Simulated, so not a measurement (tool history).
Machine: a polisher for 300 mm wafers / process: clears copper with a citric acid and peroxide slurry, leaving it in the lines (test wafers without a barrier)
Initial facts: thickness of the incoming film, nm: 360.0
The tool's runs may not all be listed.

| run | hour | flow of slurry (ml/min) | pressure of the wafer on the pad (psi) | speed of the pad under the wafer (cm/s) | abrasive content of the slurry | overpolish time after the end point (s) | time until the end point was called (s) | dishing of a wide line in a test structure (Å) |
|---|---|---|---|---|---|---|---|---|
| 1 | 0.0 | 160 | 3.5 | 96 | 1.0 | 17 | 172.14 | 172.240 |
| 2 | 7.4 | 160 | 3.5 | 80 | 1.0 | 17 | 203.28 | 157.910 |
| 3 | 14.1 | 160 | 2.9 | 80 | 1.0 | 13 | 241.24 | 117.790 |
| 4 | 20.2 | 160 | 2.5 | 80 | 1.0 | 12 | 273.33 | 99.026 |
| 5 | 26.2 | 160 | 2.5 | 80 | 1.0 | 9 | 267.64 | 77.173 |
| 6 | 32.0 | 125 | 2.5 | 80 | 1.0 | 9 | 283.92 | 74.514 |

Run 7, settings as shown, results not yet in. Your forecast:
| 7 | 38.1 | 120 | 2.4 | 80 | 1.0 | 10 | ? | ? |

Logged for run 7: time until the end point was called (s) 301.16, dishing of a wide line in a test structure (Å) 80.852.
